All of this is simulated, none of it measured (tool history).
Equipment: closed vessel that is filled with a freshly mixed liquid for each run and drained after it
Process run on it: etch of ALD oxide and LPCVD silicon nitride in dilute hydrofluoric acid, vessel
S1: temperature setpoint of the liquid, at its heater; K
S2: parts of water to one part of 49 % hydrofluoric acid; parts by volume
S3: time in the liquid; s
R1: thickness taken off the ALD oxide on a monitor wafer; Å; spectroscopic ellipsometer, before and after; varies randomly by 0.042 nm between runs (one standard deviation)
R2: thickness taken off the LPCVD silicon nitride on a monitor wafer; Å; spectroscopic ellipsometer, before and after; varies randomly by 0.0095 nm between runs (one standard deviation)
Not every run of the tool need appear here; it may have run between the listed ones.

run	hour	S1	S2	S3	R1	R2
1	0.0	299.15	55	60	196.24	4.4173
2	2.1	297.15	60	60	164.53	3.7246
3	7.7	295.65	65	60	142.10	3.0058
4	10.1	294.65	70	60	125.95	2.7557
5	12.0	294.65	70	70	147.03	2.9340
6	16.1	294.15	75	70	133.53	2.7495
# hour 19.7: hydrofluoric acid flow meter replaced
7	19.7	293.65	75	70	150.34	2.9113
8	21.2	294.15	80	70	142.94	2.9966

What does the tool deliver on the next run?
9	29.7	293.15	85	70	?	?

For run 9 the tool returned R1 127.72 Å, R2 2.8389 Å.
